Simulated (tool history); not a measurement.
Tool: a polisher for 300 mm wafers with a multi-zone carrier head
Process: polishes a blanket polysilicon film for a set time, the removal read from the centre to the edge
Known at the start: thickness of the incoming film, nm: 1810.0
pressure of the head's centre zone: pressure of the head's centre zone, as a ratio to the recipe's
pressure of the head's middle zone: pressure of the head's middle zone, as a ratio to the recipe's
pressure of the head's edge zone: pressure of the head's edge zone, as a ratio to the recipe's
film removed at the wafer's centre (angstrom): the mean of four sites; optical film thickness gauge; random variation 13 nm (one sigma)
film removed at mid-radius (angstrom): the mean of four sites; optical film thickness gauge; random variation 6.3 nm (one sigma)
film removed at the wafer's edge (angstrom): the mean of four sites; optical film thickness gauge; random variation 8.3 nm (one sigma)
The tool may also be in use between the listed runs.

run  hour  flow of slurry (ml/min)  pressure of the head's centre zone  pressure of the head's middle zone  pressure of the head's edge zone  polishing time (s)  film removed at the wafer's centre (angstrom)  film removed at mid-radius (angstrom)  film removed at the wafer's edge (angstrom)
  1   0.0                      140                                1.00                                1.00                              1.00                  78                                         5778.6                                 5926.8                                       5811.0
  2   7.7                      120                                1.00                                1.00                              1.00                  78                                         5598.7                                 5699.4                                       5667.1
  3   9.3                       85                                1.00                                1.00                              1.00                  78                                         5019.6                                 4974.5                                       5303.4
  4  16.9                      105                                1.02                                1.01                              1.02                  80                                         5461.5                                 5638.0                                       5745.1
  5  20.2                      125                                1.05                                1.00                              1.02                  82                                         6092.7                                 5974.8                                       6010.2
  6  26.4                      140                                1.07                                1.01                              1.03                  84                                         6488.7                                 6384.4                                       6378.9
  7  29.1                      150                                1.09                                1.02                              1.03                  85                                         7122.4                                 6491.5                                       6422.2
  8  33.6                      160                                1.09                                1.04                              1.04                  86                                         7212.3                                 6832.9                                       6712.0
  9  36.4                      170                                1.10                                1.06                              1.04                  87                                         7167.6                                 7041.9                                       6701.6
 10  41.1                      175                                1.11                                1.07                              1.04                  89                                         7688.3                                 7290.3                                       7027.3
 11  49.2                      180                                1.12                                1.09                              1.04                  90                                         7886.7                                 7649.1                                       7038.0
 12  53.3                      185                                1.13                                1.10                              1.05                  91                                         8062.1                                 7898.7                                       7281.8

Forecast run 13:
 13  59.4                      185                                1.13                                1.10                              1.05                  91                                              ?                                      ?                                            ?

Run 13 gave film removed at the wafer's centre (angstrom) 8027.1, film removed at mid-radius (angstrom) 7792.8, film removed at the wafer's edge (angstrom) 7355.9.
